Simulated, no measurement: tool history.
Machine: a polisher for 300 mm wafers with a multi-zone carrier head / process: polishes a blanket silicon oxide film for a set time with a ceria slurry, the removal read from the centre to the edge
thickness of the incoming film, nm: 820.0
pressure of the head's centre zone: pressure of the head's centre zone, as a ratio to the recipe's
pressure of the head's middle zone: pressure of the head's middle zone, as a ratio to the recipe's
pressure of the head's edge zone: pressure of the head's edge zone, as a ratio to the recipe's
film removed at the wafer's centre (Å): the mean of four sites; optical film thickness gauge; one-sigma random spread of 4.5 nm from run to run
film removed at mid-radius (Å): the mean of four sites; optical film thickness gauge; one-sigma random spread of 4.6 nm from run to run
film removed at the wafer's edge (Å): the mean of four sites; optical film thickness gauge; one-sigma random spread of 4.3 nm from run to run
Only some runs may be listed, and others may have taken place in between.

| run | day | flow of slurry (ml/min) | pressure of the head's centre zone | pressure of the head's middle zone | pressure of the head's edge zone | polishing time (s) | film removed at the wafer's centre (Å) | film removed at mid-radius (Å) | film removed at the wafer's edge (Å) |
|---|---|---|---|---|---|---|---|---|---|
| 1 | 0 | 255 | 1 | 1 | 1 | 63 | 3203.4 | 2827.7 | 2870 |
| 2 | 0.15 | 255 | 1.06 | 1 | 1 | 63 | 3382.3 | 2844.2 | 2846.2 |
| 3 | 0.438 | 255 | 0.98 | 1 | 1 | 63 | 3099.2 | 2814.5 | 2835 |
| 4 | 0.733 | 255 | 0.98 | 1.02 | 1.01 | 64 | 3160.6 | 2940.2 | 2867.5 |
| 5 | 0.929 | 255 | 0.98 | 1.02 | 1.05 | 64 | 3189.8 | 2857.8 | 2903.1 |
| 6 | 1.3 | 255 | 0.98 | 1.02 | 1.11 | 64 | 3109.1 | 2932.6 | 3091.9 |

The next listed run, before its measurement:
| 7 | 1.646 | 295 | 1.08 | 1.12 | 1.17 | 71 | ? | ? | ? |

film removed at the wafer's centre (Å): 3991.9
film removed at mid-radius (Å): 3614.2
film removed at the wafer's edge (Å): 3583.4
